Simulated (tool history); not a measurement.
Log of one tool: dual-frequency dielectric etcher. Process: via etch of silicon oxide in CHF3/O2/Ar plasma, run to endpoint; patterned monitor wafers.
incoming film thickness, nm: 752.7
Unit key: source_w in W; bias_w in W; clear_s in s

run 1 hour=0.0 | source_w=830 bias_w=232 | clear_s=321.47
run 2 hour=8.8 | source_w=900 bias_w=236 | clear_s=308.44
run 3 hour=17.9 | source_w=900 bias_w=198 | clear_s=332.97
run 4 hour=24.4 | source_w=900 bias_w=234 | clear_s=309.94
run 5 hour=26.7 | source_w=900 bias_w=259 | clear_s=295.79
run 6 hour=28.4 | source_w=940 bias_w=260 | clear_s=291.66
run 7 hour=33.9 | source_w=1110 bias_w=268 | clear_s=266.58
run 8 hour=39.0 | source_w=1100 bias_w=268 | clear_s=266.95

Run 9 comes next. What will it give?
-- hour=41.4 source power generator calibrated
run 9 hour=41.4 | source_w=1100 bias_w=268 | clear_s=?

Run 9 yielded clear_s 263.49 s.
